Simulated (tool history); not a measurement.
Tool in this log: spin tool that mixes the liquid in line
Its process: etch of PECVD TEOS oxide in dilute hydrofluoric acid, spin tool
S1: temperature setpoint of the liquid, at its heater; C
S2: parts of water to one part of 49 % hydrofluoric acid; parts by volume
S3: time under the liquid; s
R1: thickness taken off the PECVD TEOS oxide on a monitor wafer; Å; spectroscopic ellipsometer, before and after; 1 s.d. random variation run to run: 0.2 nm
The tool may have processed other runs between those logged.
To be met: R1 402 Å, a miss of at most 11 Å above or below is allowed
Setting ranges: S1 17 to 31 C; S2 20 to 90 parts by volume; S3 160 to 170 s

run,hour,S1,S2,S3,R1
1,0,23,50,160,320.41
2,5.8,24,50,160,335.92
3,6.6,27.5,50,160,384.29
4,7.8,27.5,40,160,489.35
5,9.5,26.5,40,160,470.45
6,18.2,25.5,40,160,454.07
7,23.3,25,40,160,439.29
8,29.6,24.5,40,160,432.78
9,33.3,24,40,160,422.73
10,35.9,23.5,40,160,412.06

Below are 4 possible settings for the next run. Only one of them brings all results inside the allowed miss of their targets. Which is it?
A,38.5,19.5,35,160,?
B,38.5,24.5,40,160,?
C,38.5,23,40,170,?
D,38.5,21,35,160,?

move,R1
A,403.92
B,433.71
C,432.96
D,430.74
A: all results land within tolerance of their targets
B: further off than the last run
C: further off than the last run
D: further off than the last run
So the answer is move A, the one that meets all the targets.
